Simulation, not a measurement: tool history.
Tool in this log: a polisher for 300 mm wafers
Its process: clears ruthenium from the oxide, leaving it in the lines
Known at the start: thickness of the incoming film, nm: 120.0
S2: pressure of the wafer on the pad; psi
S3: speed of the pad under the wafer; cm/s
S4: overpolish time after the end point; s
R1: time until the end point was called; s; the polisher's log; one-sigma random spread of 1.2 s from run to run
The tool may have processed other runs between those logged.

{"run": 1, "day": 0.0, "flow of slurry (ml/min)": 190, "S2": 2.5, "S3": 86, "S4": 4, "R1": 99.515}
{"run": 2, "day": 0.188, "flow of slurry (ml/min)": 190, "S2": 3.1, "S3": 86, "S4": 4, "R1": 82.476}
{"run": 3, "day": 0.554, "flow of slurry (ml/min)": 190, "S2": 3.1, "S3": 104, "S4": 4, "R1": 72.441}
{"run": 4, "day": 0.683, "flow of slurry (ml/min)": 185, "S2": 2.7, "S3": 102, "S4": 4, "R1": 83.021}
{"run": 5, "day": 0.875, "flow of slurry (ml/min)": 185, "S2": 2.4, "S3": 102, "S4": 4, "R1": 91.937}
{"run": 6, "day": 1.208, "flow of slurry (ml/min)": 180, "S2": 2.2, "S3": 102, "S4": 4, "R1": 99.504}
{"run": 7, "day": 1.517, "flow of slurry (ml/min)": 175, "S2": 2.1, "S3": 102, "S4": 4, "R1": 105.41}

Expected results for the next run?
{"run": 8, "day": 1.733, "flow of slurry (ml/min)": 165, "S2": 2, "S3": 102, "S4": 4, "R1": "?"}

R1: 109.57 s
